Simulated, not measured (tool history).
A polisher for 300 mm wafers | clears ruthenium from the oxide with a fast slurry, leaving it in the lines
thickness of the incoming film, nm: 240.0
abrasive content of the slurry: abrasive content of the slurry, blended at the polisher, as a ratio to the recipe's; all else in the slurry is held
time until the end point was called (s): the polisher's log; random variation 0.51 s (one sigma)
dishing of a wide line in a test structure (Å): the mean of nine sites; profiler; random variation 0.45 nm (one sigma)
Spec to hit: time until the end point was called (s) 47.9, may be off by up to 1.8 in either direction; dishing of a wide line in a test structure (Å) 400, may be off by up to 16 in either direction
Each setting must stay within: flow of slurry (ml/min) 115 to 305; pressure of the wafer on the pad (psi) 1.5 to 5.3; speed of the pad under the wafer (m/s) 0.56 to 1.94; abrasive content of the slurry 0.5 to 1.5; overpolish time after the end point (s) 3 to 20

run  hour  flow of slurry (ml/min)  pressure of the wafer on the pad (psi)  speed of the pad under the wafer (m/s)  abrasive content of the slurry  overpolish time after the end point (s)  time until the end point was called (s)  dishing of a wide line in a test structure (Å)
  1     0                      195                                     3.4                                    1.24                               1                                       10                                   36.638                                          512.13
  2   1.6                      195                                     3.4                                    1.24                            1.15                                       10                                   34.398                                          531.19
  3   4.1                      195                                     3.4                                    1.24                            1.15                                        8                                   34.381                                          448.15
  4   4.7                      190                                     3.2                                    1.24                            1.15                                        8                                   36.668                                          410.49
  5   5.3                      190                                     3.2                                     1.1                            1.15                                        8                                   40.094                                          386.42
  6  10.8                      185                                     3.1                                     1.1                            1.15                                        8                                   41.801                                          372.66
  7  19.2                      180                                       3                                     1.1                            1.15                                        8                                   42.718                                          361.35
  8    22                      175                                     2.8                                    1.08                             1.1                                        9                                   48.301                                          359.99

Which of these 5 next moves meets every target?
  A  24.8                      170                                     3.2                                    0.94                            1.05                                        8                                        ?                                               ?
  B  24.8                      140                                     2.9                                     1.2                            0.95                                       10                                        ?                                               ?
  C  24.8                      200                                     2.5                                    1.08                            1.25                                        8                                        ?                                               ?
  D  24.8                      165                                     2.7                                    1.18                             1.1                                        8                                        ?                                               ?
  E  24.8                      160                                       3                                    0.94                             1.2                                        8                                        ?                                               ?

move  time until the end point was called (s)  dishing of a wide line in a test structure (Å)
   A                                   47.564                                          323.97
   B                                   47.788                                          394.23
   C                                    48.54                                          318.04
   D                                   46.252                                           332.3
   E                                   47.794                                          322.55
A: its largest miss is bigger than the last run's
B: all results in spec
C: its largest miss is bigger than the last run's
D: its largest miss is bigger than the last run's
E: its largest miss is bigger than the last run's
Move B is the one to make.

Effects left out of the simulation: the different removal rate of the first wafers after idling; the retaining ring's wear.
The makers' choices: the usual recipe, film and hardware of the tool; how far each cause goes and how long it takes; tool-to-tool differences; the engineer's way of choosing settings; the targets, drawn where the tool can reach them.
